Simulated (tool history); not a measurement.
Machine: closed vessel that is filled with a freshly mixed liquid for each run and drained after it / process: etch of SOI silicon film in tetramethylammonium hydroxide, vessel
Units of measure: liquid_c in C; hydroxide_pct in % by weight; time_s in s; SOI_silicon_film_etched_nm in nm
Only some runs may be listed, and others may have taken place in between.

run  hour  liquid_c  hydroxide_pct  time_s  SOI_silicon_film_etched_nm
  1     0        67             12      90                      530.19
  2   2.1        67             12      90                      522.51
  3  10.6      67.5             12      90                      542.73
  4  15.7        68             12      90                      554.32
  5  17.5        64             12      90                      435.91
  6  18.8      59.5             12      90                      328.01
  7  20.6      61.5             12      90                      371.05

Run 8 comes next. What will it give?
  8  28.4        63             12      90                           ?

SOI_silicon_film_etched_nm: 412 nm
